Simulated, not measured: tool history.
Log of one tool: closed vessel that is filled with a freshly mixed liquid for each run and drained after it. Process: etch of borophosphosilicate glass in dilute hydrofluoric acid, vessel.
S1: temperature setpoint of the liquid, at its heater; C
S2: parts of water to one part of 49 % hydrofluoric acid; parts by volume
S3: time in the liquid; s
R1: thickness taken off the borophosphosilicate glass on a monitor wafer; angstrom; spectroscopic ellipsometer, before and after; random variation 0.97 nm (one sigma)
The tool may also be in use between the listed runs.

{"run": 1, "hour": 0.0, "S1": 22.0, "S2": 210, "S3": 250, "R1": 609.78}
{"run": 2, "hour": 3.2, "S1": 22.0, "S2": 250, "S3": 250, "R1": 488.98}
{"run": 3, "hour": 4.4, "S1": 22.0, "S2": 285, "S3": 250, "R1": 413.15}
{"run": 4, "hour": 7.4, "S1": 22.0, "S2": 255, "S3": 250, "R1": 478.57}
{"run": 5, "hour": 16.1, "S1": 22.0, "S2": 280, "S3": 250, "R1": 428.16}
{"run": 6, "hour": 17.6, "S1": 22.0, "S2": 280, "S3": 250, "R1": 433.29}
{"run": 7, "hour": 19.2, "S1": 23.5, "S2": 240, "S3": 250, "R1": 545.44}
{"run": 8, "hour": 22.7, "S1": 25.0, "S2": 210, "S3": 250, "R1": 673.14}

Run 9 is up next; what results do you expect?
{"run": 9, "hour": 24.3, "S1": 26.0, "S2": 190, "S3": 250, "R1": "?"}

For run 9 the tool returned R1 799.58 angstrom.
